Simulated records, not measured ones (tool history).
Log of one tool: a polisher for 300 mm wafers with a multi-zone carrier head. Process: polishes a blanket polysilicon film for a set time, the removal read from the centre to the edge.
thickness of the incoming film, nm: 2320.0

run,hour,flow of slurry (ml/min),pressure of the head's centre zone,pressure of the head's middle zone,pressure of the head's edge zone,polishing time (s),film removed at the wafer's centre (nm),film removed at mid-radius (nm),film removed at the wafer's edge (nm)
1,0,170,1,1,1,64,614.18,635.66,630.75
2,1.7,170,1,1,1.06,64,624.98,633.08,654.89
3,6.2,170,1,0.94,1.06,64,636.43,608.19,648.95
4,8,185,1.04,0.96,1.06,66,701.97,644.83,682.26
5,9.9,185,1.04,0.96,1.01,66,682.86,644.99,670.08
6,15.9,185,1.04,0.88,1.01,66,683.47,617.29,670.06
7,23.5,195,1.06,0.92,1.02,68,723.46,644.46,696.53

Forecast run 8:
8,24.8,200,1.09,0.96,1.02,70,?,?,?

{"run 8": {"film removed at the wafer's centre (nm)": 767.24, "film removed at mid-radius (nm)": 682.61, "film removed at the wafer's edge (nm)": 716.19}}
